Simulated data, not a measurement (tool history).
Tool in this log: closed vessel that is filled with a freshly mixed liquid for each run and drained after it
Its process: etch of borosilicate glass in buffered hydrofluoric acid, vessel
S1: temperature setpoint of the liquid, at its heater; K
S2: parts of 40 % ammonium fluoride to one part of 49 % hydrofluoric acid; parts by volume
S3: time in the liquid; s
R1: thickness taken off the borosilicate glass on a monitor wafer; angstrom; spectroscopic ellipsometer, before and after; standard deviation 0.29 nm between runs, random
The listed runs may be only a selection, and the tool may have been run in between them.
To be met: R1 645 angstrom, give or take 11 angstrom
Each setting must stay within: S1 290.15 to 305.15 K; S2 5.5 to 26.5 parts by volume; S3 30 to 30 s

run 1 hour=0 | S1=297.15 S2=16 S3=30 | R1=216.77
run 2 hour=5.2 | S1=298.65 S2=14 S3=30 | R1=270.47
run 3 hour=10.6 | S1=296.65 S2=14 S3=30 | R1=241.34
run 4 hour=16.7 | S1=298.15 S2=12.5 S3=30 | R1=294.44
run 5 hour=18.7 | S1=299.65 S2=11.5 S3=30 | R1=341.07
run 6 hour=27.2 | S1=297.15 S2=11.5 S3=30 | R1=303.91
run 7 hour=33.2 | S1=298.65 S2=10.5 S3=30 | R1=353.86
run 8 hour=39.6 | S1=300.15 S2=10 S3=30 | R1=406.49
run 9 hour=44 | S1=301.15 S2=9.5 S3=30 | R1=446.66
-- hour=51.6 hydrofluoric acid flow meter replaced
run 10 hour=51.6 | S1=302.15 S2=9 S3=30 | R1=525.03
run 11 hour=55.9 | S1=302.65 S2=9 S3=30 | R1=543.91
run 12 hour=64.3 | S1=303.15 S2=9 S3=30 | R1=552.92
run 13 hour=66.5 | S1=303.65 S2=9 S3=30 | R1=571.74
run 14 hour=70.9 | S1=304.15 S2=9 S3=30 | R1=586.55
run 15 hour=78.2 | S1=304.15 S2=9 S3=30 | R1=583.05

Which of these 4 next moves meets every target?
run A hour=85.5 | S1=300.65 S2=7.5 S3=30 | R1=?
run B hour=85.5 | S1=305.15 S2=9 S3=30 | R1=?
run C hour=85.5 | S1=303.65 S2=8 S3=30 | R1=?
run D hour=85.5 | S1=302.65 S2=8 S3=30 | R1=?

move=A R1=595.63
move=B R1=614.78
move=C R1=648.02
move=D R1=615.51
A: gains on the last run, yet a result remains outside its allowed miss
B: gains on the last run, yet a result remains outside its allowed miss
C: each result inside its tolerance
D: gains on the last run, yet a result remains outside its allowed miss
C meets every target.
